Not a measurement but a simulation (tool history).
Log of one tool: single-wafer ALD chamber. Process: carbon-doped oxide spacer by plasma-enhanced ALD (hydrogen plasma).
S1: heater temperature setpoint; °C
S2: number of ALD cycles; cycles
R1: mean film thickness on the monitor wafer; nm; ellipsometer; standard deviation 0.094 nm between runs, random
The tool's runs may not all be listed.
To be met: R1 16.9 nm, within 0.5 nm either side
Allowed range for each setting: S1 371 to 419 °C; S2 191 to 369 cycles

Run 1, hour 0: S1 395 °C, S2 280 cycles. Result: R1 13.683 nm.
Run 2, hour 5: S1 395 °C, S2 297 cycles. Result: R1 14.594 nm.
Run 3, hour 12.3: S1 395 °C, S2 308 cycles. Result: R1 15.08 nm.
Run 4, hour 16.1: S1 400 °C, S2 308 cycles. Result: R1 15.261 nm.
Run 5, hour 24.3: S1 400 °C, S2 316 cycles. Result: R1 15.395 nm.
Run 6, hour 24.8: S1 394 °C, S2 316 cycles. Result: R1 15.651 nm.
Run 7, hour 27.5: S1 394 °C, S2 322 cycles. Result: R1 15.798 nm.
Run 8, hour 35.1: S1 394 °C, S2 328 cycles. Result: R1 16.123 nm.
At hour 35.7: thermocouple changed; heater temperature recalibrated.
Run 9, hour 35.7: S1 394 °C, S2 332 cycles. Result: R1 16.378 nm.

Which single option among these 4 for the next run brings every result within its allowed miss of target? Just one does.
Run A, hour 36.3: S1 394 °C, S2 314 cycles. Result: R1 ?.
Run B, hour 36.3: S1 393 °C, S2 341 cycles. Result: R1 ?.
Run C, hour 36.3: S1 377 °C, S2 321 cycles. Result: R1 ?.
Run D, hour 36.3: S1 390 °C, S2 360 cycles. Result: R1 ?.

move      R1
   A  15.447
   B  16.776
   C  15.792
   D   17.71
A: moves away from the targets compared with the last run
B: every result within its allowed miss
C: moves away from the targets compared with the last run
D: carries the result that was furthest off beyond its target, to the other side
Answer: B

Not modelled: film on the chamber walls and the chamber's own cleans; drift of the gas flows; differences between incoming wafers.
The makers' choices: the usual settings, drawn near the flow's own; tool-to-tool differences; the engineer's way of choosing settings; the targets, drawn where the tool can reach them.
